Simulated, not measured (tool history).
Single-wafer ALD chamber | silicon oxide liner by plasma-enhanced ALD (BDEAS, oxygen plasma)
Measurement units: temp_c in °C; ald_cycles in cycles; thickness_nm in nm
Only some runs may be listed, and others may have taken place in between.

{"run": 1, "day": 0.0, "temp_c": 320, "ald_cycles": 64, "thickness_nm": 6.3373}
{"run": 2, "day": 0.238, "temp_c": 320, "ald_cycles": 72, "thickness_nm": 7.1183}
{"run": 3, "day": 0.4, "temp_c": 320, "ald_cycles": 75, "thickness_nm": 7.4409}
{"run": 4, "day": 0.692, "temp_c": 322, "ald_cycles": 69, "thickness_nm": 6.8057}
{"run": 5, "day": 0.817, "temp_c": 315, "ald_cycles": 69, "thickness_nm": 6.8494}
{"run": 6, "day": 0.904, "temp_c": 321, "ald_cycles": 69, "thickness_nm": 6.8385}
{"run": 7, "day": 1.233, "temp_c": 322, "ald_cycles": 59, "thickness_nm": 5.8313}
{"run": 8, "day": 1.604, "temp_c": 323, "ald_cycles": 57, "thickness_nm": 5.6139}
{"run": 9, "day": 1.725, "temp_c": 325, "ald_cycles": 56, "thickness_nm": 5.5381}
{"run": 10, "day": 1.892, "temp_c": 326, "ald_cycles": 55, "thickness_nm": 5.4098}

Predict the results of run 11:
{"run": 11, "day": 2.15, "temp_c": 328, "ald_cycles": 54, "thickness_nm": "?"}

thickness_nm: 5.2893 nm

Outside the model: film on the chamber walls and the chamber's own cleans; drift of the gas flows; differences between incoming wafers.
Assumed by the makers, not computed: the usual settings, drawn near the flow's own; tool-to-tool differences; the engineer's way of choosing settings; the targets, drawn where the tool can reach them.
